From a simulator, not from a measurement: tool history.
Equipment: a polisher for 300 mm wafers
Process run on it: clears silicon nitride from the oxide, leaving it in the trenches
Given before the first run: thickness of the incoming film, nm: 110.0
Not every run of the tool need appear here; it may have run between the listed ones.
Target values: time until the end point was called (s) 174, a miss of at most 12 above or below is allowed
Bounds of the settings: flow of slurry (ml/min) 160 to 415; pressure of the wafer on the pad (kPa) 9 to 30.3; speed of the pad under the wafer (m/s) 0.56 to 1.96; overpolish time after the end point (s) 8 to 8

run,day,flow of slurry (ml/min),pressure of the wafer on the pad (kPa),speed of the pad under the wafer (m/s),overpolish time after the end point (s),time until the end point was called (s)
1,0,265,19.3,1.26,8,92.817
2,0.2,265,22.8,1.26,8,81.335
3,0.388,265,22.8,1.26,8,81.317
4,0.667,265,22.8,1.26,8,78.848
5,0.733,265,20,1.26,8,93.343
6,0.95,265,16.5,1.26,8,111.72
7,1.304,265,15.9,1.24,8,116.38
8,1.592,265,15.2,1.22,8,125.89
9,1.725,265,9.7,1.16,8,197.64

Which single option among these 5 for the next run brings every result within its allowed miss of target? Just one does.
A,1.858,245,9,1.08,8,?
B,1.858,320,9,1,8,?
C,1.858,260,10.3,1.26,8,?
D,1.858,295,9,1.12,8,?
E,1.858,230,9,1.04,8,?

move,time until the end point was called (s)
A,229.29
B,240.55
C,171.51
D,217.22
E,239.54
A: moves away from the targets compared with the last run
B: moves away from the targets compared with the last run
C: hits every target within its allowed miss
D: moves away from the targets compared with the last run
E: moves away from the targets compared with the last run
Go with C: it meets all targets.
